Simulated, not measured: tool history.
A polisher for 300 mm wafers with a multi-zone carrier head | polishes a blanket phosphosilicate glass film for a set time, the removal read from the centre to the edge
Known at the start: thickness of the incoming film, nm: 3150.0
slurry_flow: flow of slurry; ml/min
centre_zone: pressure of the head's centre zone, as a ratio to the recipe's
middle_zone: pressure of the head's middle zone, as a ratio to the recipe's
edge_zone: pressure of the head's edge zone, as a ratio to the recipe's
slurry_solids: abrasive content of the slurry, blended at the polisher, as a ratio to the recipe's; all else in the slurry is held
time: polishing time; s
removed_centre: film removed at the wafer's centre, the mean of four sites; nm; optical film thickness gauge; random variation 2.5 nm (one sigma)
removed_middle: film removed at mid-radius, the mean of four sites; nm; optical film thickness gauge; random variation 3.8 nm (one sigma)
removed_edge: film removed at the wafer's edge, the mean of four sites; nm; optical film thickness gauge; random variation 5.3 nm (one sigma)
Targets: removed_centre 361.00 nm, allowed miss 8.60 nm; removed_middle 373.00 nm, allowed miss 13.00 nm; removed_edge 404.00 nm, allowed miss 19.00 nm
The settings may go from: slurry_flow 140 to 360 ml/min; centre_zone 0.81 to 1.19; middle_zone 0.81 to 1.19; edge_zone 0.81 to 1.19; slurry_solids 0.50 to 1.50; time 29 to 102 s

run,hour,slurry_flow,centre_zone,middle_zone,edge_zone,slurry_solids,time,removed_centre,removed_middle,removed_edge
1,0.0,230,1.00,1.00,1.00,1.00,65,608.41,640.17,627.56
2,4.0,225,0.98,0.98,0.99,0.95,64,567.81,591.39,594.62
3,9.9,220,0.96,0.97,0.97,0.90,64,535.34,566.50,578.96
4,11.7,220,0.96,0.97,0.93,0.90,64,533.77,566.06,571.52
5,16.4,220,0.95,0.96,0.92,0.85,63,503.46,539.23,545.00
6,24.4,220,0.89,0.96,0.92,0.85,63,464.40,534.73,543.26
7,31.7,200,0.89,0.86,0.82,0.60,57,339.25,368.16,375.63
8,37.5,205,0.89,0.86,0.83,0.60,57,344.31,363.97,374.04
# hour 44.8: slurry nozzle cleaned
9,44.8,210,0.89,0.86,0.84,0.60,57,386.19,402.77,406.57
10,53.8,205,0.89,0.85,0.84,0.60,57,384.43,400.01,398.23
11,60.3,200,0.89,0.85,0.84,0.60,57,381.23,407.26,408.15
12,63.3,215,0.88,0.85,0.84,0.60,57,382.71,407.17,410.63
13,68.8,210,0.88,0.84,0.84,0.60,57,378.98,393.51,405.77
14,71.9,205,0.88,0.84,0.84,0.60,57,374.28,393.48,412.84
15,80.1,200,0.88,0.84,0.84,0.60,57,376.82,395.10,401.90

5 next moves are on the table. One of them brings every result within its allowed miss. Which?
A,88.3,140,1.04,0.95,0.81,0.50,60,?,?,?
B,88.3,155,1.05,0.83,0.84,0.50,57,?,?,?
C,88.3,170,0.92,1.03,0.81,0.55,57,?,?,?
D,88.3,175,0.88,0.92,0.82,0.60,52,?,?,?
E,88.3,215,0.87,0.81,0.91,0.80,46,?,?,?

move,removed_centre,removed_middle,removed_edge
A,386.52,371.47,344.29
B,380.81,331.44,338.55
C,363.11,414.53,358.95
D,336.49,372.74,349.59
E,360.64,371.31,392.63
A: further off than the last run
B: further off than the last run
C: brings the result that was furthest off to its target, and leaves another outside
D: takes the result that was furthest off past its target
E: meets every target
Move E is the one to make.
